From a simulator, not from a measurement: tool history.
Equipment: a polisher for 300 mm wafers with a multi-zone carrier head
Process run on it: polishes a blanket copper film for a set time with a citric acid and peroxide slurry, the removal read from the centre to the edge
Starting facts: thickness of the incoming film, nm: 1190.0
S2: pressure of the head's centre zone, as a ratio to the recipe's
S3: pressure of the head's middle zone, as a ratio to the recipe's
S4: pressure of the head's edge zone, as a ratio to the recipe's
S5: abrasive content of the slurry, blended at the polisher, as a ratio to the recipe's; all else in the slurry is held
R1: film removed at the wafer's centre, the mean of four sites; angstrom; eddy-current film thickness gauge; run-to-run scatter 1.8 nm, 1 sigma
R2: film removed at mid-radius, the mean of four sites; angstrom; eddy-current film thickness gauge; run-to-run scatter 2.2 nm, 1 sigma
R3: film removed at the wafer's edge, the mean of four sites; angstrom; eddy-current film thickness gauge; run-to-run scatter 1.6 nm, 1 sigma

{"run": 1, "day": 0.0, "flow of slurry (ml/min)": 145, "S2": 1.0, "S3": 1.0, "S4": 1.0, "S5": 1.0, "polishing time (s)": 83, "R1": 1722.2, "R2": 1707.2, "R3": 1813.7}
{"run": 2, "day": 0.104, "flow of slurry (ml/min)": 145, "S2": 1.0, "S3": 1.0, "S4": 1.0, "S5": 1.15, "polishing time (s)": 83, "R1": 1750.8, "R2": 1769.8, "R3": 1858.6}
{"run": 3, "day": 0.15, "flow of slurry (ml/min)": 145, "S2": 1.02, "S3": 1.0, "S4": 0.97, "S5": 1.1, "polishing time (s)": 83, "R1": 1770.4, "R2": 1735.3, "R3": 1826.6}
{"run": 4, "day": 0.288, "flow of slurry (ml/min)": 150, "S2": 1.04, "S3": 1.02, "S4": 0.95, "S5": 1.05, "polishing time (s)": 83, "R1": 1833.3, "R2": 1752.7, "R3": 1779.2}
{"run": 5, "day": 0.562, "flow of slurry (ml/min)": 150, "S2": 1.05, "S3": 1.02, "S4": 0.93, "S5": 1.05, "polishing time (s)": 83, "R1": 1818.2, "R2": 1790.3, "R3": 1764.5}
{"run": 6, "day": 0.758, "flow of slurry (ml/min)": 150, "S2": 1.07, "S3": 1.01, "S4": 0.92, "S5": 1.0, "polishing time (s)": 83, "R1": 1877.8, "R2": 1762.0, "R3": 1741.3}
{"run": 7, "day": 1.104, "flow of slurry (ml/min)": 150, "S2": 1.07, "S3": 1.01, "S4": 0.92, "S5": 1.0, "polishing time (s)": 83, "R1": 1854.8, "R2": 1741.3, "R3": 1767.9}

Run 8 is up next; what results do you expect?
{"run": 8, "day": 1.221, "flow of slurry (ml/min)": 155, "S2": 1.08, "S3": 1.02, "S4": 0.91, "S5": 0.95, "polishing time (s)": 83, "R1": "?", "R2": "?", "R3": "?"}

{"run 8": {"R1": 1851.1, "R2": 1744.8, "R3": 1749.5}}
